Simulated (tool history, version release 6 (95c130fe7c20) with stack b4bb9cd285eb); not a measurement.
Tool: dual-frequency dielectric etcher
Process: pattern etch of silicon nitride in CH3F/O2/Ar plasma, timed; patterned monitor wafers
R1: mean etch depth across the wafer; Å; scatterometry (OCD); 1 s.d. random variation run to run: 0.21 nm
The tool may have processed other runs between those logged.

Run 1, hour 0.0: source power (W) 420, bias power (W) 93, etch time (s) 61.0. Result: R1 447.89 Å.
Run 2, hour 5.7: source power (W) 420, bias power (W) 93, etch time (s) 63.5. Result: R1 460.96 Å.
Run 3, hour 7.7: source power (W) 380, bias power (W) 93, etch time (s) 63.5. Result: R1 444.36 Å.
Run 4, hour 14.2: source power (W) 400, bias power (W) 93, etch time (s) 63.5. Result: R1 454.33 Å.
Run 5, hour 17.4: source power (W) 400, bias power (W) 84, etch time (s) 63.5. Result: R1 429.34 Å.
Run 6, hour 26.1: source power (W) 430, bias power (W) 84, etch time (s) 63.5. Result: R1 438.92 Å.
Run 7, hour 32.1: source power (W) 450, bias power (W) 86, etch time (s) 63.5. Result: R1 458.33 Å.
Run 8, hour 33.9: source power (W) 470, bias power (W) 86, etch time (s) 63.5. Result: R1 458.50 Å.

Expected results for the next run?
Run 9, hour 36.8: source power (W) 490, bias power (W) 88, etch time (s) 63.5. Result: R1 ?.

R1: 474.95 Å
